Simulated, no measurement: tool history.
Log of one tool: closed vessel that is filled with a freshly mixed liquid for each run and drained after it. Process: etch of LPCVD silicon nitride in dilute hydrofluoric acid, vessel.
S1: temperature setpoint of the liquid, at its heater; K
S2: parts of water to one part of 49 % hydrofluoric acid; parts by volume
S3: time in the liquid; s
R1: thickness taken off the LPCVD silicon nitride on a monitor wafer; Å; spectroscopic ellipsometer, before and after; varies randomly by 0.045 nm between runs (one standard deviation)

run    day      S1  S2   S3      R1
  1      0  297.15  40  690  80.309
  2  0.088  295.65  40  690      72
  3  0.425  295.65  50  690  57.913
  4   0.55  297.65  50  690  67.022
  5  0.875  297.65  50  690  66.598
  6  1.179  297.15  50  690  64.555
  7  1.517  296.65  50  690  61.652
  8  1.867  296.15  50  690  60.765

Expected results for the next run?
  9  2.112  295.65  50  690   ?

Run 9 gave R1 58.582 Å.
